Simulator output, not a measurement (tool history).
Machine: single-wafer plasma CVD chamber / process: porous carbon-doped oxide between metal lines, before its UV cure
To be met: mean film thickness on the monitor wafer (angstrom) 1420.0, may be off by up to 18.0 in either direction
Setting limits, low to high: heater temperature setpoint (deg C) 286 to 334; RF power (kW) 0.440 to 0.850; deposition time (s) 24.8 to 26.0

run  hour  heater temperature setpoint (deg C)  RF power (kW)  deposition time (s)  mean film thickness on the monitor wafer (angstrom)
  1   0.0                                  310          0.645                 26.0                                               1686.9
  2   8.5                                  310          0.735                 26.0                                               1853.9
  3  15.3                                  317          0.690                 25.9                                               1692.1
  4  20.2                                  325          0.690                 25.9                                               1619.4
  5  28.2                                  328          0.665                 25.9                                               1571.5
  6  29.7                                  330          0.640                 25.9                                               1494.3
  7  36.8                                  331          0.630                 25.9                                               1479.9
  8  45.4                                  334          0.595                 25.9                                               1397.3

Which one of the following 5 next-run settings gets every result inside its allowed miss? There is exactly one.
  A  54.0                                  326          0.605                 24.9                                                    ?
  B  54.0                                  331          0.610                 26.0                                                    ?
  C  54.0                                  334          0.670                 24.8                                                    ?
  D  54.0                                  331          0.615                 26.0                                                    ?
  E  54.0                                  334          0.680                 24.8                                                    ?

move  mean film thickness on the monitor wafer (angstrom)
   A                                               1417.6
   B                                               1448.7
   C                                               1459.6
   D                                               1457.5
   E                                               1475.2
A: hits every target within its allowed miss
B: carries the result that was furthest off beyond its target, to the other side
C: carries the result that was furthest off beyond its target, to the other side
D: carries the result that was furthest off beyond its target, to the other side
E: carries the result that was furthest off beyond its target, to the other side
So the answer is move A, the one that meets all the targets.

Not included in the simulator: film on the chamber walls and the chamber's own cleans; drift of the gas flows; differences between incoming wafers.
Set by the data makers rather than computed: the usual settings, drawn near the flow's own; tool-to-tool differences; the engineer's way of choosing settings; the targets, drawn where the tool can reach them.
